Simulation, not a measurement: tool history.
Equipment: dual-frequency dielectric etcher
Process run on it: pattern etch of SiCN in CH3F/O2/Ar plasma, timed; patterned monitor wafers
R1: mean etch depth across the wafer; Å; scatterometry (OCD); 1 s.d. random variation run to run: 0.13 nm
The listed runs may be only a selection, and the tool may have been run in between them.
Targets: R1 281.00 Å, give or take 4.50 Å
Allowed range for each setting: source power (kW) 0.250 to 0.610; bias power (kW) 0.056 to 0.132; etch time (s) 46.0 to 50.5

Run 1, day 0.000: source power (kW) 0.430, bias power (kW) 0.094, etch time (s) 50.5. Result: R1 223.59 Å.
Run 2, day 0.350: source power (kW) 0.450, bias power (kW) 0.097, etch time (s) 50.5. Result: R1 230.39 Å.
Run 3, day 0.488: source power (kW) 0.470, bias power (kW) 0.099, etch time (s) 50.5. Result: R1 237.19 Å.
Run 4, day 0.742: source power (kW) 0.430, bias power (kW) 0.099, etch time (s) 50.5. Result: R1 227.97 Å.
Run 5, day 0.921: source power (kW) 0.450, bias power (kW) 0.101, etch time (s) 50.5. Result: R1 234.70 Å.
Run 6, day 1.088: source power (kW) 0.470, bias power (kW) 0.102, etch time (s) 50.5. Result: R1 239.94 Å.
Run 7, day 1.408: source power (kW) 0.490, bias power (kW) 0.103, etch time (s) 50.5. Result: R1 246.75 Å.
Run 8, day 1.600: source power (kW) 0.500, bias power (kW) 0.103, etch time (s) 50.5. Result: R1 251.77 Å.
Run 9, day 1.650: source power (kW) 0.510, bias power (kW) 0.103, etch time (s) 50.5. Result: R1 251.28 Å.
Run 10, day 1.800: source power (kW) 0.520, bias power (kW) 0.104, etch time (s) 50.5. Result: R1 254.68 Å.
Run 11, day 2.117: source power (kW) 0.530, bias power (kW) 0.105, etch time (s) 50.5. Result: R1 261.92 Å.
Run 12, day 2.196: source power (kW) 0.540, bias power (kW) 0.105, etch time (s) 50.5. Result: R1 259.60 Å.
Run 13, day 2.433: source power (kW) 0.550, bias power (kW) 0.106, etch time (s) 50.5. Result: R1 266.64 Å.
Run 14, day 2.792: source power (kW) 0.560, bias power (kW) 0.106, etch time (s) 50.5. Result: R1 267.72 Å.
Run 15, day 2.846: source power (kW) 0.570, bias power (kW) 0.106, etch time (s) 50.5. Result: R1 271.40 Å.

Of the 5 settings listed for the next run, only one would bring every result within its allowed miss of target. Which one?
Run A, day 2.900: source power (kW) 0.600, bias power (kW) 0.121, etch time (s) 50.0. Result: R1 ?.
Run B, day 2.900: source power (kW) 0.580, bias power (kW) 0.105, etch time (s) 50.5. Result: R1 ?.
Run C, day 2.900: source power (kW) 0.580, bias power (kW) 0.123, etch time (s) 48.5. Result: R1 ?.
Run D, day 2.900: source power (kW) 0.590, bias power (kW) 0.104, etch time (s) 50.5. Result: R1 ?.
Run E, day 2.900: source power (kW) 0.590, bias power (kW) 0.117, etch time (s) 50.5. Result: R1 ?.

move      R1
   A  291.10
   B  270.13
   C  280.21
   D  271.02
   E  287.03
A: pushes the last run's worst result past its target
B: moves away from the targets compared with the last run
C: all results land within tolerance of their targets
D: about the same distance from the targets as the last run
E: pushes the last run's worst result past its target
Answer: C
